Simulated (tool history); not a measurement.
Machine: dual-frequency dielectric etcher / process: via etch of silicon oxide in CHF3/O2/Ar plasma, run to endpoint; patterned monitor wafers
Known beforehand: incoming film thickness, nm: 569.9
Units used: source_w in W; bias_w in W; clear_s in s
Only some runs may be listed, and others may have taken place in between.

run,hour,source_w,bias_w,clear_s
1,0.0,640,125,308.37
2,5.0,580,125,328.51
3,10.9,580,112,338.92
4,19.0,660,112,316.95
5,20.7,700,114,305.65
6,26.9,630,114,323.41
7,30.9,670,116,307.36
8,39.9,700,117,303.31
9,43.1,730,119,289.20
10,49.0,740,120,292.34
11,54.8,760,121,287.70

Expected results for the next run?
12,63.8,770,122,?

Run 12 gave clear_s 283.42 s.
